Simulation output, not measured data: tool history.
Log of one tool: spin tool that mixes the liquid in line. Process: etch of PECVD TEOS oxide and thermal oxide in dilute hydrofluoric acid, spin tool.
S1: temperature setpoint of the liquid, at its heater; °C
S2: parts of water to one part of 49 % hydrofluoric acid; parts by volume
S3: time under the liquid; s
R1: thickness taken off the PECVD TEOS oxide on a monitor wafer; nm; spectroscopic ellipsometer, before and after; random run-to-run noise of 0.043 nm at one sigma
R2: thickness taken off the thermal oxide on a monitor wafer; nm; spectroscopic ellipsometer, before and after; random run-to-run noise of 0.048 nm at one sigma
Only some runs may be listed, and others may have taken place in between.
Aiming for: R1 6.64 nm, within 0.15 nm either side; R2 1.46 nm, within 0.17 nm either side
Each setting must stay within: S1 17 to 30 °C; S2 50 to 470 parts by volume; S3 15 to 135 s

run,hour,S1,S2,S3,R1,R2
1,0,22,260,70,4.7396,0.98758
2,3.5,22,340,70,3.3157,0.74496
3,9.4,22,340,95,4.4898,0.96908
4,16.5,22,285,95,5.764,1.2701
5,23.5,20,285,95,5.3136,1.1841
# hour 26.5: thermometer replaced
6,26.5,20.5,285,95,5.1824,1.0626
7,31.6,21,285,95,5.2163,1.1222
8,37.8,22,285,95,5.3554,1.1514
9,38.6,26,280,95,6.3674,1.4428
10,47.4,26,280,95,6.3395,1.3683

4 next moves are on the table. One of them brings every result within its allowed miss. Which?
A,56.2,29,335,105,?,?
B,56.2,25.5,350,135,?,?
C,56.2,27,280,90,?,?
D,56.2,25.5,260,85,?,?

move,R1,R2
A,6.1618,1.3667
B,6.6672,1.4788
C,6.2682,1.3903
D,6.1831,1.3714
A: further off than the last run
B: all results land within tolerance of their targets
C: further off than the last run
D: further off than the last run
B meets every target.
